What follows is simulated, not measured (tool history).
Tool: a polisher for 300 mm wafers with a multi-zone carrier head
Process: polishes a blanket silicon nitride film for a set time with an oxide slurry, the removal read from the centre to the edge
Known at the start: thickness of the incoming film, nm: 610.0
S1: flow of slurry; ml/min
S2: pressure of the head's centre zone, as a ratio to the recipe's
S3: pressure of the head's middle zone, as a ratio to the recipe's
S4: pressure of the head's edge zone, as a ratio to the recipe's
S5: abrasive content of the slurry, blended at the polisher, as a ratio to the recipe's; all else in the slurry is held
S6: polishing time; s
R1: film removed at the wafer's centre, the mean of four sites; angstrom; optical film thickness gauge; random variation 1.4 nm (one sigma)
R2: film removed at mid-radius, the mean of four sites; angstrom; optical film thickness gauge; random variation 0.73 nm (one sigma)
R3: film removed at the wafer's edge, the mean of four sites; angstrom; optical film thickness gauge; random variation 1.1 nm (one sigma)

run  hour   S1    S2    S3    S4    S5  S6      R1      R2      R3
  1   0.0  215  1.00  1.00  1.00  1.00  70  563.51  579.71  574.44
  2   2.1  215  1.00  1.00  1.00  1.10  70  622.38  616.00  614.08
  3   6.1  270  1.00  1.00  1.00  1.10  70  625.38  627.90  630.62
  4  11.4  270  1.00  1.00  1.00  0.95  70  573.95  581.57  570.73
  5  13.8  220  1.00  1.00  1.00  0.95  70  562.52  556.69  556.66
  6  18.5  225  1.03  1.00  1.02  1.05  72  647.81  623.84  624.07
  7  23.2  230  1.04  1.00  1.05  1.10  73  679.01  654.40  649.20
  8  31.1  235  1.05  0.98  1.06  1.15  76  737.81  693.69  719.82
  9  32.7  240  1.07  0.98  1.07  1.20  77  767.93  716.95  737.20
 10  34.6  240  1.08  0.97  1.08  1.25  79  827.83  749.47  795.63
 11  42.1  245  1.09  0.97  1.09  1.30  80  843.94  780.74  804.15

The next listed run, before its measurement:
 12  50.9  245  1.10  0.96  1.10  1.35  82   ?   ?   ?

R1: 900.20 angstrom
R2: 802.23 angstrom
R3: 851.79 angstrom

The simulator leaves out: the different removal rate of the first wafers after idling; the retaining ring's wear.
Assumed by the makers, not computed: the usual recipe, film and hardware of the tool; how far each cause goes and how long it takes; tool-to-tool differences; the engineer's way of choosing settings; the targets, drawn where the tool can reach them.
